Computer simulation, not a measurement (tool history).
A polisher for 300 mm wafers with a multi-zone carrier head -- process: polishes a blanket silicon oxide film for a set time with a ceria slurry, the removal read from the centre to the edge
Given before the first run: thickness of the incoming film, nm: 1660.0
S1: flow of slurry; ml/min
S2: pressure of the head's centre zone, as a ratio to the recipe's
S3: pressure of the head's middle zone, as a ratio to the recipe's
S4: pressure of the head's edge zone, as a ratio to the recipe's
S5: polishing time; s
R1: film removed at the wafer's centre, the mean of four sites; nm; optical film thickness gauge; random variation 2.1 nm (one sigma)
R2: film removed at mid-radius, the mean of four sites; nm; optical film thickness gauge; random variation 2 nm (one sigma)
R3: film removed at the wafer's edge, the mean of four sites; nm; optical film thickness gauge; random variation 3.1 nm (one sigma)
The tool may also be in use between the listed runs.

| run | day | S1 | S2 | S3 | S4 | S5 | R1 | R2 | R3 |
|---|---|---|---|---|---|---|---|---|---|
| 1 | 0.000 | 305 | 1.00 | 1.00 | 1.00 | 57 | 176.56 | 176.74 | 181.53 |
| 2 | 0.258 | 310 | 1.03 | 0.99 | 1.03 | 60 | 190.93 | 184.55 | 192.84 |
| 3 | 0.329 | 310 | 1.03 | 1.06 | 1.03 | 60 | 189.57 | 192.94 | 191.26 |
| 4 | 0.604 | 310 | 1.03 | 1.12 | 1.03 | 60 | 190.05 | 200.83 | 193.33 |
| 5 | 0.779 | 350 | 1.03 | 1.12 | 1.03 | 60 | 192.79 | 202.63 | 193.97 |
| 6 | 1.104 | 350 | 1.03 | 1.04 | 1.03 | 60 | 196.52 | 192.98 | 196.11 |
| 7 | 1.371 | 350 | 1.03 | 1.04 | 1.03 | 60 | 196.05 | 192.98 | 197.26 |

The next listed run, before its measurement:
| 8 | 1.683 | 370 | 1.05 | 1.02 | 1.06 | 62 | ? | ? | ? |

{"run 8": {"R1": 202.59, "R2": 198.99, "R3": 206.29}}

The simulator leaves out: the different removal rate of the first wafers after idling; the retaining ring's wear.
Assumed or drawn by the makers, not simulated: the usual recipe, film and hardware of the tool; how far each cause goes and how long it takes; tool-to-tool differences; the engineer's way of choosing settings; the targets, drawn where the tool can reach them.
